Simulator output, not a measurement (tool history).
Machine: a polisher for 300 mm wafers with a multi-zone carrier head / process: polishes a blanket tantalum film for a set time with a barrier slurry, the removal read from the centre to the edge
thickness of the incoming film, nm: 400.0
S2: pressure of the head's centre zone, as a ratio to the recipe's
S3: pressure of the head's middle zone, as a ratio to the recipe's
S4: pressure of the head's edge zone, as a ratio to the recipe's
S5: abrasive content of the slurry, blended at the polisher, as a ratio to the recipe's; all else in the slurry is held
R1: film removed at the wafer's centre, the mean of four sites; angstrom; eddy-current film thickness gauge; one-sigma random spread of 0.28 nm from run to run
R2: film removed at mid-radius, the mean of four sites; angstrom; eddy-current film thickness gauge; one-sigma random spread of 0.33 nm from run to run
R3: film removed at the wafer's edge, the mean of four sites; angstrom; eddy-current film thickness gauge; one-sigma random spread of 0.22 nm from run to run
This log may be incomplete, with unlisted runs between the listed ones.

{"run": 1, "hour": 0.0, "flow of slurry (ml/min)": 205, "S2": 1.0, "S3": 1.0, "S4": 1.0, "S5": 1.0, "polishing time (s)": 41, "R1": 440.21, "R2": 430.78, "R3": 433.02}
{"run": 2, "hour": 5.3, "flow of slurry (ml/min)": 200, "S2": 0.98, "S3": 0.99, "S4": 0.98, "S5": 0.9, "polishing time (s)": 39, "R1": 386.11, "R2": 389.29, "R3": 393.03}
{"run": 3, "hour": 12.4, "flow of slurry (ml/min)": 200, "S2": 0.97, "S3": 0.99, "S4": 0.96, "S5": 0.85, "polishing time (s)": 38, "R1": 376.17, "R2": 379.23, "R3": 372.77}
{"run": 4, "hour": 13.9, "flow of slurry (ml/min)": 180, "S2": 0.97, "S3": 0.99, "S4": 0.96, "S5": 0.85, "polishing time (s)": 38, "R1": 357.79, "R2": 378.56, "R3": 370.62}
{"run": 5, "hour": 18.3, "flow of slurry (ml/min)": 180, "S2": 0.94, "S3": 0.99, "S4": 0.96, "S5": 0.85, "polishing time (s)": 38, "R1": 351.62, "R2": 371.85, "R3": 368.69}
{"run": 6, "hour": 18.9, "flow of slurry (ml/min)": 205, "S2": 0.94, "S3": 0.99, "S4": 0.96, "S5": 0.85, "polishing time (s)": 38, "R1": 361.98, "R2": 387.27, "R3": 374.38}
{"run": 7, "hour": 27.3, "flow of slurry (ml/min)": 200, "S2": 0.93, "S3": 0.97, "S4": 0.94, "S5": 0.8, "polishing time (s)": 37, "R1": 339.19, "R2": 353.0, "R3": 354.04}
{"run": 8, "hour": 28.1, "flow of slurry (ml/min)": 200, "S2": 0.92, "S3": 0.97, "S4": 0.92, "S5": 0.75, "polishing time (s)": 36, "R1": 319.62, "R2": 336.47, "R3": 330.9}
{"run": 9, "hour": 29.3, "flow of slurry (ml/min)": 200, "S2": 0.91, "S3": 0.96, "S4": 0.91, "S5": 0.7, "polishing time (s)": 36, "R1": 309.57, "R2": 333.03, "R3": 328.33}
{"run": 10, "hour": 34.0, "flow of slurry (ml/min)": 200, "S2": 0.91, "S3": 0.95, "S4": 0.9, "S5": 0.65, "polishing time (s)": 35, "R1": 287.36, "R2": 311.47, "R3": 306.85}
{"run": 11, "hour": 40.0, "flow of slurry (ml/min)": 195, "S2": 0.91, "S3": 0.94, "S4": 0.89, "S5": 0.65, "polishing time (s)": 35, "R1": 281.83, "R2": 305.55, "R3": 304.58}
{"run": 12, "hour": 40.8, "flow of slurry (ml/min)": 170, "S2": 0.91, "S3": 0.93, "S4": 0.81, "S5": 0.5, "polishing time (s)": 34, "R1": 240.58, "R2": 259.23, "R3": 246.68}
{"run": 13, "hour": 47.7, "flow of slurry (ml/min)": 180, "S2": 0.91, "S3": 0.93, "S4": 0.82, "S5": 0.5, "polishing time (s)": 34, "R1": 247.19, "R2": 258.49, "R3": 250.28}
{"run": 14, "hour": 55.5, "flow of slurry (ml/min)": 215, "S2": 0.87, "S3": 0.98, "S4": 0.92, "S5": 0.6, "polishing time (s)": 34, "R1": 263.1, "R2": 300.57, "R3": 291.78}
{"run": 15, "hour": 63.2, "flow of slurry (ml/min)": 210, "S2": 0.88, "S3": 0.97, "S4": 0.91, "S5": 0.6, "polishing time (s)": 34, "R1": 262.43, "R2": 296.94, "R3": 288.42}
{"run": 16, "hour": 70.7, "flow of slurry (ml/min)": 205, "S2": 0.88, "S3": 0.97, "S4": 0.9, "S5": 0.6, "polishing time (s)": 34, "R1": 266.52, "R2": 298.73, "R3": 287.29}
{"run": 17, "hour": 71.7, "flow of slurry (ml/min)": 205, "S2": 0.88, "S3": 0.97, "S4": 0.9, "S5": 0.6, "polishing time (s)": 34, "R1": 262.59, "R2": 298.19, "R3": 289.25}

Run 18 comes next. What will it give?
{"run": 18, "hour": 74.8, "flow of slurry (ml/min)": 200, "S2": 0.88, "S3": 0.96, "S4": 0.89, "S5": 0.6, "polishing time (s)": 34, "R1": "?", "R2": "?", "R3": "?"}

R1: 266.50 angstrom
R2: 290.94 angstrom
R3: 285.34 angstrom

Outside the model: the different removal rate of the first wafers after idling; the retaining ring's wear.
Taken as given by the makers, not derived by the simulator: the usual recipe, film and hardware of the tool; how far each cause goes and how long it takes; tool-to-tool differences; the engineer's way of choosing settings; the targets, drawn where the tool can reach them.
